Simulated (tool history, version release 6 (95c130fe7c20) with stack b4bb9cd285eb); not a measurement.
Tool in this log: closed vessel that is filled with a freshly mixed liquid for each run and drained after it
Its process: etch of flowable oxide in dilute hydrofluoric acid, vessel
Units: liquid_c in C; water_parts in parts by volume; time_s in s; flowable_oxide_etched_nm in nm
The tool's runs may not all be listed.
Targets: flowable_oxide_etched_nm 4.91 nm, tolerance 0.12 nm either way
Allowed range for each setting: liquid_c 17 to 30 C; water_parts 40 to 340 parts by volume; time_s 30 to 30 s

| run | hour | liquid_c | water_parts | time_s | flowable_oxide_etched_nm |
|---|---|---|---|---|---|
| 1 | 0 | 22 | 190 | 30 | 2.828 |
| 2 | 7.6 | 22 | 190 | 30 | 2.8538 |
| 3 | 12.7 | 22 | 220 | 30 | 2.3803 |
| 4 | 18.8 | 22 | 285 | 30 | 1.7217 |
| 5 | 19.9 | 23.5 | 260 | 30 | 2.0408 |
| 6 | 24.6 | 23.5 | 260 | 30 | 2.0303 |
| 7 | 33.6 | 24.5 | 240 | 30 | 2.3155 |
| 8 | 36.8 | 25.5 | 220 | 30 | 2.6901 |
| 9 | 42.5 | 26 | 205 | 30 | 2.9819 |
| 10 | 44.8 | 26.5 | 195 | 30 | 3.2288 |
| 11 | 52.1 | 27 | 185 | 30 | 3.5249 |
| 12 | 57.5 | 30 | 145 | 30 | 5.258 |
| 13 | 58.5 | 29.5 | 145 | 30 | 5.1679 |
| 14 | 66.4 | 29 | 145 | 30 | 5.0759 |

Which of these 5 next moves meets every target?
| A | 74.3 | 29 | 140 | 30 | ? |
| B | 74.3 | 28.5 | 155 | 30 | ? |
| C | 74.3 | 30 | 145 | 30 | ? |
| D | 74.3 | 28.5 | 140 | 30 | ? |
| E | 74.3 | 29 | 150 | 30 | ? |

| move | flowable_oxide_etched_nm |
|---|---|
| A | 5.2769 |
| B | 4.5912 |
| C | 5.2491 |
| D | 5.1809 |
| E | 4.862 |
A: misses by more than the last run did
B: carries the result that was furthest off beyond its target, to the other side
C: misses by more than the last run did
D: misses by more than the last run did
E: in spec on every target
Move E is the one to make.
